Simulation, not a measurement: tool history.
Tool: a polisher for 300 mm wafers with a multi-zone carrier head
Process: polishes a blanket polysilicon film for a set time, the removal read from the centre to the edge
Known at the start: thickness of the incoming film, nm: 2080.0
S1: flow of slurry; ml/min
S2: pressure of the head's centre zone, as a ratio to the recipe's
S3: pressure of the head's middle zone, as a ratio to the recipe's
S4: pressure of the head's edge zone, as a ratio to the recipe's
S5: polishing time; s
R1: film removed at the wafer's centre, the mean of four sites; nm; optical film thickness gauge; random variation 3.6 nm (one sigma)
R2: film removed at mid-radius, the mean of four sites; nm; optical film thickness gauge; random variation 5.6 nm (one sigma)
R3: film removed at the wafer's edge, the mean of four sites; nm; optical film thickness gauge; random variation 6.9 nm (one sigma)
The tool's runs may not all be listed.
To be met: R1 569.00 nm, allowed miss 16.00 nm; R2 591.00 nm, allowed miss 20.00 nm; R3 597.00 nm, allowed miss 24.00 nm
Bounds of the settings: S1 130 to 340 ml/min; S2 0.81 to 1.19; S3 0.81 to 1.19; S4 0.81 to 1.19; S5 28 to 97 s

{"run": 1, "hour": 0.0, "S1": 220, "S2": 1.0, "S3": 1.0, "S4": 1.0, "S5": 62, "R1": 407.66, "R2": 417.62, "R3": 409.2}
{"run": 2, "hour": 1.5, "S1": 220, "S2": 1.0, "S3": 1.03, "S4": 1.0, "S5": 62, "R1": 410.25, "R2": 422.04, "R3": 409.3}
{"run": 3, "hour": 6.2, "S1": 220, "S2": 1.0, "S3": 1.03, "S4": 1.0, "S5": 56, "R1": 367.74, "R2": 381.52, "R3": 367.3}
{"run": 4, "hour": 13.8, "S1": 225, "S2": 1.0, "S3": 1.04, "S4": 1.02, "S5": 60, "R1": 397.18, "R2": 407.92, "R3": 400.8}
{"run": 5, "hour": 14.8, "S1": 225, "S2": 1.0, "S3": 1.05, "S4": 1.03, "S5": 64, "R1": 425.58, "R2": 446.44, "R3": 431.46}
{"run": 6, "hour": 19.4, "S1": 225, "S2": 1.0, "S3": 1.02, "S4": 1.03, "S5": 64, "R1": 425.06, "R2": 435.47, "R3": 432.06}
{"run": 7, "hour": 25.4, "S1": 230, "S2": 1.0, "S3": 1.04, "S4": 1.05, "S5": 66, "R1": 438.65, "R2": 453.42, "R3": 453.02}
{"run": 8, "hour": 30.6, "S1": 230, "S2": 1.0, "S3": 1.04, "S4": 1.05, "S5": 66, "R1": 435.6, "R2": 458.96, "R3": 451.97}
{"run": 9, "hour": 34.6, "S1": 235, "S2": 1.01, "S3": 1.05, "S4": 1.07, "S5": 68, "R1": 457.02, "R2": 470.95, "R3": 481.1}
{"run": 10, "hour": 39.5, "S1": 240, "S2": 1.02, "S3": 1.07, "S4": 1.08, "S5": 70, "R1": 479.62, "R2": 483.95, "R3": 486.4}
{"run": 11, "hour": 41.5, "S1": 240, "S2": 1.02, "S3": 1.08, "S4": 1.09, "S5": 72, "R1": 489.71, "R2": 516.54, "R3": 503.27}
{"run": 12, "hour": 47.6, "S1": 245, "S2": 1.02, "S3": 1.08, "S4": 1.1, "S5": 73, "R1": 502.68, "R2": 521.84, "R3": 499.76}
{"run": 13, "hour": 49.6, "S1": 240, "S2": 1.02, "S3": 1.08, "S4": 1.11, "S5": 75, "R1": 511.98, "R2": 535.99, "R3": 516.09}
{"run": 14, "hour": 52.5, "S1": 250, "S2": 1.02, "S3": 1.08, "S4": 1.12, "S5": 76, "R1": 526.33, "R2": 546.04, "R3": 543.81}
{"run": 15, "hour": 57.5, "S1": 260, "S2": 1.02, "S3": 1.08, "S4": 1.13, "S5": 77, "R1": 534.15, "R2": 554.89, "R3": 554.6}

4 next moves are on the table. One of them brings every result within its allowed miss. Which?
{"run": "A", "hour": 62.5, "S1": 270, "S2": 1.0, "S3": 1.03, "S4": 1.13, "S5": 91, "R1": "?", "R2": "?", "R3": "?"}
{"run": "B", "hour": 62.5, "S1": 290, "S2": 0.97, "S3": 0.98, "S4": 1.19, "S5": 79, "R1": "?", "R2": "?", "R3": "?"}
{"run": "C", "hour": 62.5, "S1": 335, "S2": 0.92, "S3": 1.04, "S4": 1.17, "S5": 88, "R1": "?", "R2": "?", "R3": "?"}
{"run": "D", "hour": 62.5, "S1": 325, "S2": 1.02, "S3": 1.07, "S4": 1.13, "S5": 81, "R1": "?", "R2": "?", "R3": "?"}

move=A R1=613.20 R2=623.00 R3=658.00
move=B R1=521.40 R2=522.68 R3=590.67
move=C R1=561.09 R2=621.03 R3=658.65
move=D R1=568.30 R2=583.77 R3=593.96
A: takes the result that was furthest off past its target
B: further off than the last run
C: brings the result that was furthest off to its target, and leaves another outside
D: meets every target
The right move is D.
